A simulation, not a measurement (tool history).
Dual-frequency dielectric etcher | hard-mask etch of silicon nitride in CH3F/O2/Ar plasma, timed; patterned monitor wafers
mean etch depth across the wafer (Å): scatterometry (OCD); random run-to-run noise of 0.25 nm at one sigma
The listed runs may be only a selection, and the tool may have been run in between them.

run  hour  source power (W)  bias power (W)  etch time (s)  mean etch depth across the wafer (Å)
  1     0               450              93          159.5                                1267.6
  2   5.7               400              88          159.5                                1186.5
  3   9.2               370              86          159.5                                1151.7
  4  10.9               370             100          159.5                                1219.7
  5  14.4               370              90          159.5                                1171.6
  6  19.9               340              87          159.5                                  1130
  7  23.6               270              77          159.5                                  1002

Predict the results of run 8:
  8  32.6               280              77          159.5                                     ?

{"run 8": {"mean etch depth across the wafer (Å)": 1013.2}}
